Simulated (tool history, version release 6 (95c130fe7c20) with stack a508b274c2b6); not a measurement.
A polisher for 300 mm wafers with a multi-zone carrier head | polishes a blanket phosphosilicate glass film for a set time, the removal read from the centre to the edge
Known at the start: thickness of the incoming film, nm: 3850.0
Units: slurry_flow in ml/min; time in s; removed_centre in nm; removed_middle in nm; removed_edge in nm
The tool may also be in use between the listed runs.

{"run": 1, "hour": 0.0, "slurry_flow": 235, "centre_zone": 1.0, "middle_zone": 1.0, "edge_zone": 1.0, "slurry_solids": 1.0, "time": 46, "removed_centre": 330.17, "removed_middle": 376.43, "removed_edge": 360.17}
{"run": 2, "hour": 0.6, "slurry_flow": 265, "centre_zone": 1.06, "middle_zone": 0.98, "edge_zone": 0.94, "slurry_solids": 0.9, "time": 46, "removed_centre": 341.29, "removed_middle": 363.45, "removed_edge": 344.75}
{"run": 3, "hour": 3.1, "slurry_flow": 265, "centre_zone": 1.06, "middle_zone": 0.98, "edge_zone": 1.02, "slurry_solids": 0.9, "time": 46, "removed_centre": 350.44, "removed_middle": 356.77, "removed_edge": 357.15}
{"run": 4, "hour": 4.4, "slurry_flow": 295, "centre_zone": 1.1, "middle_zone": 0.96, "edge_zone": 0.95, "slurry_solids": 0.8, "time": 46, "removed_centre": 351.75, "removed_middle": 347.44, "removed_edge": 336.24}
{"run": 5, "hour": 8.2, "slurry_flow": 315, "centre_zone": 1.13, "middle_zone": 0.94, "edge_zone": 0.91, "slurry_solids": 0.75, "time": 46, "removed_centre": 345.24, "removed_middle": 329.27, "removed_edge": 318.35}
{"run": 6, "hour": 14.9, "slurry_flow": 315, "centre_zone": 1.13, "middle_zone": 0.94, "edge_zone": 0.86, "slurry_solids": 0.75, "time": 46, "removed_centre": 354.97, "removed_middle": 334.47, "removed_edge": 315.99}

Forecast run 7:
{"run": 7, "hour": 17.9, "slurry_flow": 330, "centre_zone": 1.15, "middle_zone": 0.93, "edge_zone": 0.84, "slurry_solids": 0.75, "time": 46, "removed_centre": "?", "removed_middle": "?", "removed_edge": "?"}

Run 7 gave removed_centre 357.90 nm, removed_middle 326.00 nm, removed_edge 317.87 nm.
